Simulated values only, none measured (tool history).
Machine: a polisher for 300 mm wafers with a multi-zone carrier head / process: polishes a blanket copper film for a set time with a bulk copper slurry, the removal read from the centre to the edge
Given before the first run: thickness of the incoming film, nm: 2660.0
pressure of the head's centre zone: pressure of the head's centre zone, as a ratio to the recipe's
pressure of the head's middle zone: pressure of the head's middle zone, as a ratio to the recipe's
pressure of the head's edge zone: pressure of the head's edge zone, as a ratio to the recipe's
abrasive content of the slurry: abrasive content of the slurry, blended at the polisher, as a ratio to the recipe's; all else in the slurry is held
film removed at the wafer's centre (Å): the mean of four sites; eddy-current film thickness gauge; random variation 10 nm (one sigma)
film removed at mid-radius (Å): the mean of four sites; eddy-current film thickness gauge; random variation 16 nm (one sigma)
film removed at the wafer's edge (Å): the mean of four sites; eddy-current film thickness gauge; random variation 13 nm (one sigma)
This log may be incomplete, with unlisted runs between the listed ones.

| run | day | flow of slurry (ml/min) | pressure of the head's centre zone | pressure of the head's middle zone | pressure of the head's edge zone | abrasive content of the slurry | polishing time (s) | film removed at the wafer's centre (Å) | film removed at mid-radius (Å) | film removed at the wafer's edge (Å) |
|---|---|---|---|---|---|---|---|---|---|---|
| 1 | 0.000 | 295 | 1.00 | 1.00 | 1.00 | 1.00 | 88 | 10492.0 | 10721 | 10602 |
| 2 | 0.350 | 295 | 1.00 | 0.95 | 1.00 | 1.00 | 88 | 10522.0 | 10134 | 10662 |
| 3 | 0.412 | 295 | 0.93 | 0.95 | 1.00 | 1.00 | 88 | 9970.4 | 10061 | 10572 |
| 4 | 0.646 | 295 | 0.95 | 0.95 | 1.03 | 1.10 | 91 | 10595.0 | 10620 | 11494 |
| 5 | 0.721 | 295 | 0.95 | 0.95 | 1.03 | 0.90 | 91 | 10203.0 | 10010 | 11002 |
| 6 | 0.800 | 295 | 0.95 | 0.95 | 1.10 | 0.90 | 91 | 10203.0 | 10250 | 11163 |
| 7 | 0.888 | 295 | 0.97 | 0.94 | 1.11 | 1.00 | 93 | 10779.0 | 10413 | 11899 |
| 8 | 1.012 | 300 | 0.99 | 0.95 | 1.12 | 1.10 | 94 | 11452.0 | 11018 | 12505 |
| 9 | 1.308 | 310 | 1.01 | 0.96 | 1.13 | 1.20 | 94 | 11772.0 | 11435 | 12710 |
| 10 | 1.562 | 310 | 1.02 | 0.96 | 1.14 | 1.25 | 95 | 12289.0 | 11749 | 12847 |
| 11 | 1.721 | 310 | 1.02 | 0.95 | 1.15 | 1.30 | 96 | 12361.0 | 11689 | 13121 |

Predict the results of run 12:
| 12 | 1.758 | 315 | 1.02 | 0.95 | 1.16 | 1.35 | 97 | ? | ? | ? |

film removed at the wafer's centre (Å): 12574.0
film removed at mid-radius (Å): 11850
film removed at the wafer's edge (Å): 13773
